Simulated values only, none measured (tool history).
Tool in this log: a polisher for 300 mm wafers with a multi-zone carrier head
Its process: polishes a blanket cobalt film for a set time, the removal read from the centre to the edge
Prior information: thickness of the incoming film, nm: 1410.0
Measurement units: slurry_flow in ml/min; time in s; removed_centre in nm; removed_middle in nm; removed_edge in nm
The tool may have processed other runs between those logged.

{"run": 1, "day": 0.0, "slurry_flow": 275, "centre_zone": 1.0, "middle_zone": 1.0, "edge_zone": 1.0, "time": 57, "removed_centre": 410.7, "removed_middle": 402.73, "removed_edge": 397.37}
{"run": 2, "day": 0.304, "slurry_flow": 275, "centre_zone": 0.98, "middle_zone": 1.03, "edge_zone": 0.95, "time": 49, "removed_centre": 334.93, "removed_middle": 348.08, "removed_edge": 332.25}
{"run": 3, "day": 0.667, "slurry_flow": 275, "centre_zone": 0.99, "middle_zone": 1.06, "edge_zone": 0.91, "time": 44, "removed_centre": 310.39, "removed_middle": 322.46, "removed_edge": 292.55}
{"run": 4, "day": 1.012, "slurry_flow": 275, "centre_zone": 0.94, "middle_zone": 1.06, "edge_zone": 0.91, "time": 44, "removed_centre": 293.36, "removed_middle": 324.4, "removed_edge": 293.71}
{"run": 5, "day": 1.233, "slurry_flow": 270, "centre_zone": 0.94, "middle_zone": 1.07, "edge_zone": 0.88, "time": 41, "removed_centre": 272.0, "removed_middle": 298.1, "removed_edge": 265.91}
{"run": 6, "day": 1.354, "slurry_flow": 270, "centre_zone": 0.94, "middle_zone": 1.07, "edge_zone": 0.88, "time": 29, "removed_centre": 195.1, "removed_middle": 215.86, "removed_edge": 191.15}
{"run": 7, "day": 1.604, "slurry_flow": 290, "centre_zone": 0.97, "middle_zone": 1.11, "edge_zone": 0.93, "time": 31, "removed_centre": 213.81, "removed_middle": 235.42, "removed_edge": 207.29}
{"run": 8, "day": 1.892, "slurry_flow": 295, "centre_zone": 0.97, "middle_zone": 1.13, "edge_zone": 0.93, "time": 33, "removed_centre": 228.1, "removed_middle": 250.03, "removed_edge": 220.87}
{"run": 9, "day": 2.029, "slurry_flow": 300, "centre_zone": 0.97, "middle_zone": 1.15, "edge_zone": 0.92, "time": 34, "removed_centre": 234.54, "removed_middle": 269.88, "removed_edge": 227.7}
{"run": 10, "day": 2.321, "slurry_flow": 310, "centre_zone": 0.98, "middle_zone": 1.16, "edge_zone": 0.93, "time": 34, "removed_centre": 239.25, "removed_middle": 263.11, "removed_edge": 230.06}

What does the tool deliver on the next run?
{"run": 11, "day": 2.517, "slurry_flow": 305, "centre_zone": 0.97, "middle_zone": 1.19, "edge_zone": 0.91, "time": 37, "removed_centre": "?", "removed_middle": "?", "removed_edge": "?"}

removed_centre: 255.89 nm
removed_middle: 298.25 nm
removed_edge: 247.36 nm
